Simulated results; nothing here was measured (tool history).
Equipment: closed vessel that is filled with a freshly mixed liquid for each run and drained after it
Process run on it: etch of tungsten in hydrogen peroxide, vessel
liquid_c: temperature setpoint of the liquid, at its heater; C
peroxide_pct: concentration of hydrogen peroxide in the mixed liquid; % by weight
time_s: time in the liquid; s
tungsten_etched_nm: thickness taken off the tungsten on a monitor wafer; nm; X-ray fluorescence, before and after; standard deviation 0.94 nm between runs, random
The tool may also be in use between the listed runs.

run,hour,liquid_c,peroxide_pct,time_s,tungsten_etched_nm
1,0.0,42.0,23,90,90.151
2,2.1,43.5,23,90,97.784
3,8.8,49.0,23,90,139.540
4,14.1,49.0,23,90,138.950
5,17.5,49.0,19,90,125.710
6,22.7,54.5,19,90,176.880
7,25.7,54.0,19,90,172.430
8,31.4,53.5,19,90,166.930

Forecast run 9:
9,35.8,53.0,19,90,?

Run 9 produced tungsten_etched_nm 161.920 nm.

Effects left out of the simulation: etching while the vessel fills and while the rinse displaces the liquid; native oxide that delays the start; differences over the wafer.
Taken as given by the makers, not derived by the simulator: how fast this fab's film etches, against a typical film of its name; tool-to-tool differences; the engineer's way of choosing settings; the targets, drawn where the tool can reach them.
